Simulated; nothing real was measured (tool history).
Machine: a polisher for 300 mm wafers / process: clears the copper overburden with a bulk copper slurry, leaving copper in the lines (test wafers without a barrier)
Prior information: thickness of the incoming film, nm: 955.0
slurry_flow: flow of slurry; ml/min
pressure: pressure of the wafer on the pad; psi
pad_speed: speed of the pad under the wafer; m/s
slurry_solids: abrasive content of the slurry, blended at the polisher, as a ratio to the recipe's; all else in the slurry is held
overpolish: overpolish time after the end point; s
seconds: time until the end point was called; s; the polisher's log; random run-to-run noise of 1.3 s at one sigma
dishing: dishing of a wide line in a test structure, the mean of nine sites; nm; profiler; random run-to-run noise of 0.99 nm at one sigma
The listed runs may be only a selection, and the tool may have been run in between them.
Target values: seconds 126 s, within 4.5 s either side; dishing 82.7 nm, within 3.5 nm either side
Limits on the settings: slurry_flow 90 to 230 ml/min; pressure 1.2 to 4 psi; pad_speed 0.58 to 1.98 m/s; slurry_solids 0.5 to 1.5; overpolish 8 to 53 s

| run | day | slurry_flow | pressure | pad_speed | slurry_solids | overpolish | seconds | dishing |
|---|---|---|---|---|---|---|---|---|
| 1 | 0 | 150 | 2.6 | 1.28 | 1 | 27 | 76.56 | 82.899 |
| 2 | 0.225 | 150 | 2.6 | 1.28 | 1 | 15 | 78.05 | 68.553 |
| 3 | 0.342 | 150 | 3.1 | 1.28 | 1 | 15 | 68.109 | 75.208 |
| 4 | 0.617 | 145 | 2.8 | 1.24 | 1 | 21 | 75.025 | 80.879 |
| 5 | 0.817 | 145 | 2.8 | 1.12 | 1 | 21 | 82.35 | 76.731 |
| 6 | 0.871 | 145 | 2.8 | 1.12 | 1 | 32 | 83.551 | 87.647 |
| 7 | 0.942 | 140 | 2.6 | 1.1 | 1 | 34 | 90.46 | 85.301 |
| 8 | 1.142 | 135 | 2.4 | 1.08 | 1 | 36 | 98.093 | 84.754 |
| 9 | 1.421 | 135 | 2.3 | 1.08 | 1 | 38 | 99.953 | 83.328 |
| 10 | 1.767 | 135 | 2.2 | 1.06 | 1 | 40 | 108.47 | 82.727 |
|  | 1.9 | slurry blender recalibrated |
| 11 | 1.9 | 135 | 2.1 | 1.06 | 1 | 41 | 102.54 | 84.345 |
| 12 | 1.971 | 130 | 2 | 1.04 | 1 | 42 | 108.68 | 81.579 |
| 13 | 2.283 | 130 | 1.9 | 1.02 | 1 | 44 | 113.36 | 81.506 |

Next run, 4 choices. One meets every target within its allowed miss, the rest don't. Which?
| A | 2.596 | 155 | 2.1 | 0.88 | 0.85 | 45 | ? | ? |
| B | 2.596 | 130 | 2.1 | 0.98 | 1.1 | 36 | ? | ? |
| C | 2.596 | 125 | 2.4 | 1.1 | 0.85 | 30 | ? | ? |
| D | 2.596 | 110 | 2.3 | 1.04 | 1.05 | 45 | ? | ? |

| move | seconds | dishing |
|---|---|---|
| A | 123.45 | 83.083 |
| B | 105.16 | 82.14 |
| C | 93.451 | 83.11 |
| D | 96.916 | 87.47 |
A: every result within its allowed miss
B: lands further from the targets than the last run did
C: lands further from the targets than the last run did
D: lands further from the targets than the last run did
So the answer is move A, the one that meets all the targets.
